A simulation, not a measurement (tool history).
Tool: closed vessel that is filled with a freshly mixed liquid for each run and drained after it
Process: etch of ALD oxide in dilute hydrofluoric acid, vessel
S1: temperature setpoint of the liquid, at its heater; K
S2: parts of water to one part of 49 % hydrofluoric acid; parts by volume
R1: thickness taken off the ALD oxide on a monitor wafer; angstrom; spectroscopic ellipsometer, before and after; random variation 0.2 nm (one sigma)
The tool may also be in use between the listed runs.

{"run": 1, "hour": 0.0, "S1": 298.15, "S2": 100, "time in the liquid (s)": 180, "R1": 262.16}
{"run": 2, "hour": 7.5, "S1": 300.65, "S2": 90, "time in the liquid (s)": 180, "R1": 326.62}
{"run": 3, "hour": 9.8, "S1": 299.65, "S2": 90, "time in the liquid (s)": 180, "R1": 313.5}
{"run": 4, "hour": 17.4, "S1": 301.65, "S2": 85, "time in the liquid (s)": 180, "R1": 361.94}
{"run": 5, "hour": 24.2, "S1": 303.15, "S2": 85, "time in the liquid (s)": 180, "R1": 384.38}
{"run": 6, "hour": 28.8, "S1": 299.65, "S2": 85, "time in the liquid (s)": 180, "R1": 336.65}
{"run": 7, "hour": 30.8, "S1": 301.65, "S2": 85, "time in the liquid (s)": 180, "R1": 361.81}
{"hour": 39.5, "done": "hydrofluoric acid flow meter replaced"}
{"run": 8, "hour": 39.5, "S1": 303.15, "S2": 85, "time in the liquid (s)": 180, "R1": 430.13}

Run 9 has not been measured yet. What should we expect?
{"run": 9, "hour": 41.0, "S1": 303.65, "S2": 85, "time in the liquid (s)": 180, "R1": "?"}

R1: 438.47 angstrom
